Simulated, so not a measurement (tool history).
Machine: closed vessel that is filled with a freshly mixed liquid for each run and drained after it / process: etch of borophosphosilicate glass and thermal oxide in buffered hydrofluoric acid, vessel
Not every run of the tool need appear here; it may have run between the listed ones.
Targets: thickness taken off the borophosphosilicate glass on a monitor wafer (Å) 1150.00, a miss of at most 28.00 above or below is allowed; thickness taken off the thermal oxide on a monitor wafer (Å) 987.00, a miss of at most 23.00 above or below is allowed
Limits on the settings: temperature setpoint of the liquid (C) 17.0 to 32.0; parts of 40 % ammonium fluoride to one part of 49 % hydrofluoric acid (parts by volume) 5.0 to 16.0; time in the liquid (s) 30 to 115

| run | hour | temperature setpoint of the liquid (C) | parts of 40 % ammonium fluoride to one part of 49 % hydrofluoric acid (parts by volume) | time in the liquid (s) | thickness taken off the borophosphosilicate glass on a monitor wafer (Å) | thickness taken off the thermal oxide on a monitor wafer (Å) |
|---|---|---|---|---|---|---|
| 1 | 0.0 | 24.0 | 9.5 | 60 | 829.21 | 706.11 |
| 2 | 8.4 | 25.0 | 9.5 | 60 | 869.74 | 745.80 |
| 3 | 10.6 | 26.0 | 9.5 | 60 | 916.30 | 782.50 |
| 4 | 15.1 | 27.0 | 9.5 | 60 | 971.10 | 836.11 |
| 5 | 21.5 | 27.5 | 9.5 | 60 | 992.95 | 866.79 |
| 6 | 24.0 | 28.0 | 9.5 | 60 | 1025.80 | 871.24 |
| 7 | 31.0 | 28.5 | 9.5 | 60 | 1050.20 | 899.80 |
| 8 | 32.3 | 29.0 | 9.5 | 60 | 1075.70 | 925.18 |
| 9 | 37.1 | 29.5 | 9.5 | 60 | 1100.50 | 947.29 |

Next run, 4 choices. One meets every target within its allowed miss, the rest don't. Which?
| A | 41.9 | 23.0 | 5.5 | 50 | ? | ? |
| B | 41.9 | 19.5 | 5.5 | 60 | ? | ? |
| C | 41.9 | 17.0 | 5.0 | 60 | ? | ? |
| D | 41.9 | 32.0 | 11.5 | 65 | ? | ? |

| move | thickness taken off the borophosphosilicate glass on a monitor wafer (Å) | thickness taken off the thermal oxide on a monitor wafer (Å) |
|---|---|---|
| A | 1093.00 | 938.74 |
| B | 1084.10 | 927.96 |
| C | 1026.60 | 873.43 |
| D | 1144.30 | 997.34 |
A: its largest miss is bigger than the last run's
B: its largest miss is bigger than the last run's
C: its largest miss is bigger than the last run's
D: all results in spec
D meets every target.
